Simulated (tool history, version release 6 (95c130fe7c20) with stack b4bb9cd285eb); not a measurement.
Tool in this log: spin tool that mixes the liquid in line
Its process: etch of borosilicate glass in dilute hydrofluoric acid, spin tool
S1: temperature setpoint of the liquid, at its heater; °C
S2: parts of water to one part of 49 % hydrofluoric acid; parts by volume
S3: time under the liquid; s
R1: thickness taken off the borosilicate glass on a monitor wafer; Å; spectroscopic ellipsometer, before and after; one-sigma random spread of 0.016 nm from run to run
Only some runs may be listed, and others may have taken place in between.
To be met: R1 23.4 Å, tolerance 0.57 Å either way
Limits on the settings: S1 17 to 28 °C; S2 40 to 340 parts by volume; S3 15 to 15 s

run    day    S1   S2  S3      R1
  1      0    20  190  15  14.014
  2  0.317    17  190  15  12.381
  3  0.417    17  130  15  19.353
  4  0.688    18  130  15   20.08
  5  1.058  18.5  130  15  20.339
  6  1.125    17  130  15  19.426
  7  1.238    18  130  15  20.164
  8  1.275  18.5  130  15  20.651
  9    1.6    19  130  15  20.909
 10  1.629    19  130  15  20.853
 11  1.679  19.5  130  15  21.656
 12  1.983    20  130  15  21.881

Which one of the following 4 next-run settings gets every result inside its allowed miss? There is exactly one.
  A  2.288  23  135  15   ?
  B  2.288  21  120  15   ?
  C  2.288  19  135  15   ?
  D  2.288  19  110  15   ?

move      R1
   A  23.657
   B  25.006
   C  20.177
   D  25.424
A: hits every target within its allowed miss
B: takes the result that was furthest off past its target
C: further off than the last run
D: takes the result that was furthest off past its target
The right move is A.
